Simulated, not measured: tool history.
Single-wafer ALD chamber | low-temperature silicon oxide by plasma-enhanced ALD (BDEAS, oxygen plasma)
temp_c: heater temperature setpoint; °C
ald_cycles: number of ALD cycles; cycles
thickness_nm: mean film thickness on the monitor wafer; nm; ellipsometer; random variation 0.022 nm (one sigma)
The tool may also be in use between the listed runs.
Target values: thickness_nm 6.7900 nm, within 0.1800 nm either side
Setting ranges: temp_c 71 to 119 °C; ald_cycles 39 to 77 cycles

run 1 hour=0.0 | temp_c=95 ald_cycles=58 | thickness_nm=7.7807
run 2 hour=0.8 | temp_c=98 ald_cycles=56 | thickness_nm=7.4142
run 3 hour=8.7 | temp_c=100 ald_cycles=55 | thickness_nm=7.2500
run 4 hour=12.4 | temp_c=104 ald_cycles=55 | thickness_nm=7.1241
run 5 hour=18.0 | temp_c=105 ald_cycles=54 | thickness_nm=6.9969
run 6 hour=25.6 | temp_c=105 ald_cycles=57 | thickness_nm=7.3072
-- hour=32.1 thermocouple changed; heater temperature recalibrated
run 7 hour=32.1 | temp_c=107 ald_cycles=56 | thickness_nm=7.1333
run 8 hour=39.7 | temp_c=109 ald_cycles=56 | thickness_nm=7.0942
run 9 hour=42.7 | temp_c=110 ald_cycles=56 | thickness_nm=7.1100

Which of these 5 next moves meets every target?
run A hour=45.7 | temp_c=94 ald_cycles=49 | thickness_nm=?
run B hour=45.7 | temp_c=95 ald_cycles=57 | thickness_nm=?
run C hour=45.7 | temp_c=115 ald_cycles=58 | thickness_nm=?
run D hour=45.7 | temp_c=102 ald_cycles=56 | thickness_nm=?
run E hour=45.7 | temp_c=109 ald_cycles=54 | thickness_nm=?

move=A thickness_nm=6.5156
move=B thickness_nm=7.5523
move=C thickness_nm=7.3412
move=D thickness_nm=7.2609
move=E thickness_nm=6.9119
A: the result that was furthest off in the last run now lies on the other side of its target
B: further off than the last run
C: further off than the last run
D: further off than the last run
E: all results in spec
Go with E: it meets all targets.
